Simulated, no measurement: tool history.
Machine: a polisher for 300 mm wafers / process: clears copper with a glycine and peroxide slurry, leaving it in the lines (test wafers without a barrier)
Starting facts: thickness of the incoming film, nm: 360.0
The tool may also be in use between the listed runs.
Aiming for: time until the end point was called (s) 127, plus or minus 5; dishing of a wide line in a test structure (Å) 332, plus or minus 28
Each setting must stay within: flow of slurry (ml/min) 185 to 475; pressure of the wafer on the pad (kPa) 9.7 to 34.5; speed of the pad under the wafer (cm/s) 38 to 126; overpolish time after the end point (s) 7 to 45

run	hour	flow of slurry (ml/min)	pressure of the wafer on the pad (kPa)	speed of the pad under the wafer (cm/s)	overpolish time after the end point (s)	time until the end point was called (s)	dishing of a wide line in a test structure (Å)
1	0	305	22.1	82	23	76.905	795.35
2	7.2	345	22.1	82	23	75.424	789.66
3	9.3	380	22.1	82	23	75.942	794.29
4	18.4	380	22.1	92	23	67.234	851.25
5	22	380	18.6	92	23	77.859	800.15
6	23.2	440	18.6	92	23	76.925	755.01
7	24.2	445	16.5	86	19	87.559	603.29
8	31.9	445	14.5	82	16	96.779	469.09
9	35.1	445	13.1	78	15	107.29	403.74

Exactly one of the 4 candidate moves below puts every result within its allowed miss. Which one?
A	38.3	420	11.7	66	15	?	?
B	38.3	425	11.7	70	18	?	?
C	38.3	415	10.3	74	17	?	?
D	38.3	465	9.7	68	16	?	?

move	time until the end point was called (s)	dishing of a wide line in a test structure (Å)
A	129.22	342.52
B	124	417.52
C	127.13	386.74
D	138.22	340.37
A: each result inside its tolerance
B: gets the furthest-off result to its target, but another result is out of tolerance
C: gets the furthest-off result to its target, but another result is out of tolerance
D: takes the biggest miss from the last run beyond its target
Move A is the one to make.
